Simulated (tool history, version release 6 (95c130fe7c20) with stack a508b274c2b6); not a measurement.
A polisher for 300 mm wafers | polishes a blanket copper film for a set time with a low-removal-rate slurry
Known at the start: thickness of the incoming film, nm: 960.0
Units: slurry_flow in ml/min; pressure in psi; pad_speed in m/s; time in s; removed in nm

run,day,slurry_flow,pressure,pad_speed,slurry_solids,time,removed
1,0,140,3.3,1.18,1,72,318.52
2,0.358,140,2.7,1.18,1,72,263.55
3,0.596,140,2.7,1.06,1,72,240.86
4,0.833,140,2.7,0.84,1,72,190.33
5,1.088,140,2.7,0.84,0.85,72,182.57
6,1.25,140,2.7,0.84,0.85,72,183.29

The next listed run, before its measurement:
7,1.467,145,2.8,0.84,0.85,72,?

removed: 189.75 nm

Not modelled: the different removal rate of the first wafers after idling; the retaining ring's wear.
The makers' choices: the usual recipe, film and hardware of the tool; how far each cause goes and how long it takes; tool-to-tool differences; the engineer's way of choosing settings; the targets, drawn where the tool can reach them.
